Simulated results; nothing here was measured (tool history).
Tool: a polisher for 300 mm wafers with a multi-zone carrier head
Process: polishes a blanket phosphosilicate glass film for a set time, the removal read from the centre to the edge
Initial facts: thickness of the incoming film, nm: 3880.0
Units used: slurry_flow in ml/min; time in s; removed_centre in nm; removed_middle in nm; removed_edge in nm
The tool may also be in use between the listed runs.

Run 1, hour 0: slurry_flow 305 ml/min, centre_zone 1, middle_zone 1, edge_zone 1, slurry_solids 1, time 75 s. Result: removed_centre 592.26 nm, removed_middle 601.61 nm, removed_edge 571.14 nm.
Run 2, hour 5.1: slurry_flow 255 ml/min, centre_zone 1, middle_zone 1, edge_zone 1, slurry_solids 1, time 75 s. Result: removed_centre 588.96 nm, removed_middle 593.96 nm, removed_edge 559.83 nm.
Run 3, hour 6.5: slurry_flow 310 ml/min, centre_zone 1, middle_zone 1, edge_zone 1, slurry_solids 1, time 75 s. Result: removed_centre 589.47 nm, removed_middle 609.44 nm, removed_edge 567.31 nm.
Run 4, hour 9.4: slurry_flow 310 ml/min, centre_zone 1, middle_zone 1, edge_zone 1, slurry_solids 0.8, time 75 s. Result: removed_centre 506.43 nm, removed_middle 521.57 nm, removed_edge 495.29 nm.
Run 5, hour 14.9: slurry_flow 310 ml/min, centre_zone 1, middle_zone 1, edge_zone 0.97, slurry_solids 0.8, time 75 s. Result: removed_centre 512.37 nm, removed_middle 525.65 nm, removed_edge 482.89 nm.
Run 6, hour 20.1: slurry_flow 310 ml/min, centre_zone 1, middle_zone 0.92, edge_zone 0.97, slurry_solids 0.8, time 75 s. Result: removed_centre 497.37 nm, removed_middle 485.03 nm, removed_edge 486.95 nm.

Run 7 is up next; what results do you expect?
Run 7, hour 21.8: slurry_flow 315 ml/min, centre_zone 0.98, middle_zone 0.97, edge_zone 0.96, slurry_solids 0.8, time 75 s. Result: removed_centre ?, removed_middle ?, removed_edge ?.

Run 7 yielded removed_centre 500.84 nm, removed_middle 502.62 nm, removed_edge 480.39 nm.
